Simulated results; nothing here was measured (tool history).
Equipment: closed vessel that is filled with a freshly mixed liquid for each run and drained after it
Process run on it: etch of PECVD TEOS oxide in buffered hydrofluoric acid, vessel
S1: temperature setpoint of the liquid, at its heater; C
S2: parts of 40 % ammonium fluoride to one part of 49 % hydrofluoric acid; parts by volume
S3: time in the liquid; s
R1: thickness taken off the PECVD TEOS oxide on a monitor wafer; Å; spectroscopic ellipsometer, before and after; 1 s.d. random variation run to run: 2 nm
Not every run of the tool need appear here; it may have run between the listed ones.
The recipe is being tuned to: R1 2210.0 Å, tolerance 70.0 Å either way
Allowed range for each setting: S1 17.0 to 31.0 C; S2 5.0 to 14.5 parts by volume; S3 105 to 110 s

{"run": 1, "hour": 0.0, "S1": 23.0, "S2": 9.0, "S3": 105, "R1": 1750.7}
{"run": 2, "hour": 2.9, "S1": 20.5, "S2": 9.0, "S3": 105, "R1": 1567.9}
{"run": 3, "hour": 7.6, "S1": 20.5, "S2": 9.0, "S3": 110, "R1": 1593.3}
{"run": 4, "hour": 12.8, "S1": 17.5, "S2": 9.0, "S3": 110, "R1": 1355.3}
{"run": 5, "hour": 16.7, "S1": 19.5, "S2": 9.0, "S3": 110, "R1": 1537.1}
{"run": 6, "hour": 22.6, "S1": 21.0, "S2": 9.0, "S3": 110, "R1": 1653.6}
{"run": 7, "hour": 26.3, "S1": 22.0, "S2": 9.0, "S3": 110, "R1": 1739.3}
{"run": 8, "hour": 30.0, "S1": 23.0, "S2": 9.0, "S3": 110, "R1": 1877.3}
{"run": 9, "hour": 36.8, "S1": 23.5, "S2": 9.0, "S3": 110, "R1": 1903.8}
{"run": 10, "hour": 38.5, "S1": 27.0, "S2": 9.0, "S3": 110, "R1": 2303.3}

Which of these 5 next moves meets every target?
{"run": "A", "hour": 40.2, "S1": 26.5, "S2": 9.5, "S3": 105, "R1": "?"}
{"run": "B", "hour": 40.2, "S1": 27.0, "S2": 9.0, "S3": 105, "R1": "?"}
{"run": "C", "hour": 40.2, "S1": 23.5, "S2": 8.0, "S3": 105, "R1": "?"}
{"run": "D", "hour": 40.2, "S1": 26.5, "S2": 10.5, "S3": 110, "R1": "?"}
{"run": "E", "hour": 40.2, "S1": 25.5, "S2": 9.0, "S3": 105, "R1": "?"}

move=A R1=2064.9
move=B R1=2194.1
move=C R1=2063.4
move=D R1=1997.5
move=E R1=2024.3
A: pushes the last run's worst result past its target
B: all results in spec
C: pushes the last run's worst result past its target
D: pushes the last run's worst result past its target
E: pushes the last run's worst result past its target
So the answer is move B, the one that meets all the targets.

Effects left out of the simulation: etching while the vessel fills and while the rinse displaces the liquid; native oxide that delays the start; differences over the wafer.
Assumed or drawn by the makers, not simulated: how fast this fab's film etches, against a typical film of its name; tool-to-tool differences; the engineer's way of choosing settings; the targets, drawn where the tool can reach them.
